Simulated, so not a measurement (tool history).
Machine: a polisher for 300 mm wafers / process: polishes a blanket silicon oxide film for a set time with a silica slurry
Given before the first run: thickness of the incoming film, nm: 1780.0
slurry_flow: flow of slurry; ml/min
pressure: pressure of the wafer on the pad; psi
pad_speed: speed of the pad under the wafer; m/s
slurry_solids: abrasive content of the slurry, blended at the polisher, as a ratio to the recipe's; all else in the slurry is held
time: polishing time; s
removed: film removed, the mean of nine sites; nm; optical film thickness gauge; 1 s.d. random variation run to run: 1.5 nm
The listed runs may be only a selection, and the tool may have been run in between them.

run 1 hour=0 | slurry_flow=225 pressure=4.2 pad_speed=1.28 slurry_solids=1 time=46 | removed=148.99
run 2 hour=5.9 | slurry_flow=225 pressure=4 pad_speed=1.28 slurry_solids=1 time=46 | removed=143.61
run 3 hour=8.5 | slurry_flow=180 pressure=4 pad_speed=1.28 slurry_solids=1 time=46 | removed=140.37
run 4 hour=9.1 | slurry_flow=180 pressure=3.8 pad_speed=1.28 slurry_solids=1 time=46 | removed=133.36
run 5 hour=14.9 | slurry_flow=180 pressure=3.8 pad_speed=1.28 slurry_solids=1 time=49 | removed=142.84
run 6 hour=21.9 | slurry_flow=180 pressure=3.8 pad_speed=1.28 slurry_solids=1.1 time=49 | removed=145.62
run 7 hour=23.6 | slurry_flow=180 pressure=3.6 pad_speed=1.28 slurry_solids=1.1 time=49 | removed=140.93
run 8 hour=28.8 | slurry_flow=180 pressure=3.4 pad_speed=1.28 slurry_solids=1.1 time=49 | removed=133.23
run 9 hour=33.9 | slurry_flow=180 pressure=3.3 pad_speed=1.28 slurry_solids=1.1 time=49 | removed=130.45

Run 10 has not been measured yet. What should we expect?
run 10 hour=36.1 | slurry_flow=180 pressure=3.2 pad_speed=1.28 slurry_solids=1.1 time=49 | removed=?

{"run 10": {"removed": 128.84}}
